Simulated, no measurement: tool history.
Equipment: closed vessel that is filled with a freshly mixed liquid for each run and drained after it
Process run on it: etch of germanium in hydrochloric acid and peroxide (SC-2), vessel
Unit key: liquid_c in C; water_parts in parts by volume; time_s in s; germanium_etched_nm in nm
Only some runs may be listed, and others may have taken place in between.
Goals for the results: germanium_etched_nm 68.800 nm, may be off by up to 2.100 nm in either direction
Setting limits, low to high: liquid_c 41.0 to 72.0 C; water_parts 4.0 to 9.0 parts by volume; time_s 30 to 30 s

run,day,liquid_c,water_parts,time_s,germanium_etched_nm
1,0.000,57.0,5.0,30,88.281
2,0.200,57.0,5.0,30,89.843
3,0.333,55.0,5.0,30,83.593
4,0.504,53.5,5.0,30,81.381
5,0.546,53.5,5.0,30,80.258
6,0.808,52.5,5.0,30,78.789
7,0.979,47.0,5.0,30,65.771
8,1.196,47.5,5.0,30,66.098

4 candidate next runs follow, results not yet known. Just one meets every target within its allowed miss. Identify it.
A,1.412,46.5,4.5,30,?
B,1.412,47.0,5.5,30,?
C,1.412,49.0,6.5,30,?
D,1.412,51.5,5.0,30,?

move,germanium_etched_nm
A,64.758
B,65.552
C,69.515
D,76.011
A: misses by more than the last run did
B: misses by more than the last run did
C: all results in spec
D: moves the result that the last run missed by most past its target, out the other side
C meets every target.

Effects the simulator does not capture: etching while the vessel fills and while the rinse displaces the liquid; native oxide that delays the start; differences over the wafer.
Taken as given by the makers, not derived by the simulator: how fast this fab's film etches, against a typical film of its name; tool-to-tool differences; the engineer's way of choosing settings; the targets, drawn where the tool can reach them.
